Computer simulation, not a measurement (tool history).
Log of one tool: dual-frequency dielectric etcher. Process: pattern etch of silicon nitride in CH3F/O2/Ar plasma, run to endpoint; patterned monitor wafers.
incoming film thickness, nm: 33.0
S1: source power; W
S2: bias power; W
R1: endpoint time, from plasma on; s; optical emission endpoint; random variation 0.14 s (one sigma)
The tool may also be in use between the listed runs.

run 1 day=0 | S1=300 S2=90 | R1=48.512
run 2 day=0.333 | S1=320 S2=91 | R1=47.115
run 3 day=0.396 | S1=320 S2=80 | R1=49.646
run 4 day=0.683 | S1=320 S2=74 | R1=51.072
run 5 day=0.842 | S1=370 S2=74 | R1=48.141
run 6 day=0.975 | S1=390 S2=74 | R1=47.274
run 7 day=1.046 | S1=400 S2=76 | R1=46.172

Run 8 comes next. What will it give?
run 8 day=1.096 | S1=410 S2=76 | R1=?

{"run 8": {"R1": 45.597}}
